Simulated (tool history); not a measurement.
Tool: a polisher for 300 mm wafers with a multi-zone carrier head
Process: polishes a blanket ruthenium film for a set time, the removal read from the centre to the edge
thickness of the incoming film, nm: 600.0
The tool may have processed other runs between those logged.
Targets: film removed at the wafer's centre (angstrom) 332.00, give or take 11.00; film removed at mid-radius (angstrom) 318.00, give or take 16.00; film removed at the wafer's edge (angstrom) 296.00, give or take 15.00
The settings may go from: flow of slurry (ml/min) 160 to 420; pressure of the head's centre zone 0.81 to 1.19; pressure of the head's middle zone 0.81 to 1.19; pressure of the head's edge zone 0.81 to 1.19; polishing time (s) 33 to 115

| run | hour | flow of slurry (ml/min) | pressure of the head's centre zone | pressure of the head's middle zone | pressure of the head's edge zone | polishing time (s) | film removed at the wafer's centre (angstrom) | film removed at mid-radius (angstrom) | film removed at the wafer's edge (angstrom) |
|---|---|---|---|---|---|---|---|---|---|
| 1 | 0.0 | 270 | 1.00 | 1.00 | 1.00 | 73 | 598.52 | 615.83 | 582.37 |
| 2 | 7.9 | 330 | 1.00 | 1.00 | 1.00 | 73 | 611.93 | 625.78 | 587.53 |
| 3 | 12.7 | 295 | 1.00 | 1.00 | 1.00 | 73 | 608.49 | 604.38 | 598.63 |
| 4 | 13.4 | 295 | 1.05 | 1.00 | 1.00 | 73 | 631.91 | 624.55 | 598.46 |
| 5 | 14.7 | 285 | 1.03 | 0.98 | 0.95 | 63 | 535.69 | 520.90 | 509.79 |
| 6 | 17.0 | 255 | 1.03 | 0.98 | 0.92 | 56 | 473.48 | 460.60 | 426.96 |
| 7 | 23.7 | 185 | 0.93 | 0.88 | 0.82 | 38 | 276.47 | 280.99 | 271.15 |
| 8 | 30.4 | 215 | 0.95 | 0.89 | 0.83 | 37 | 278.57 | 278.95 | 263.26 |
| 9 | 33.6 | 215 | 0.97 | 0.91 | 0.85 | 37 | 283.65 | 279.48 | 275.76 |
| 10 | 41.3 | 290 | 1.07 | 1.01 | 0.81 | 40 | 353.87 | 352.92 | 294.88 |
| 11 | 45.6 | 285 | 1.06 | 0.99 | 0.82 | 40 | 356.70 | 337.76 | 292.66 |

Below are 5 possible settings for the next run. Only one of them brings all results inside the allowed miss of their targets. Which is it?
| A | 49.9 | 250 | 1.14 | 1.04 | 0.81 | 41 | ? | ? | ? |
| B | 49.9 | 215 | 1.05 | 0.99 | 0.90 | 40 | ? | ? | ? |
| C | 49.9 | 295 | 1.17 | 1.08 | 0.81 | 37 | ? | ? | ? |
| D | 49.9 | 310 | 1.18 | 0.98 | 0.81 | 41 | ? | ? | ? |
| E | 49.9 | 320 | 1.12 | 0.97 | 0.87 | 40 | ? | ? | ? |

| move | film removed at the wafer's centre (angstrom) | film removed at mid-radius (angstrom) | film removed at the wafer's edge (angstrom) |
|---|---|---|---|
| A | 382.42 | 356.87 | 295.10 |
| B | 335.94 | 329.70 | 297.56 |
| C | 361.59 | 337.03 | 269.91 |
| D | 406.08 | 349.94 | 300.56 |
| E | 377.13 | 340.03 | 303.41 |
A: its largest miss is bigger than the last run's
B: meets every target
C: its largest miss is bigger than the last run's
D: its largest miss is bigger than the last run's
E: its largest miss is bigger than the last run's
The right move is B.
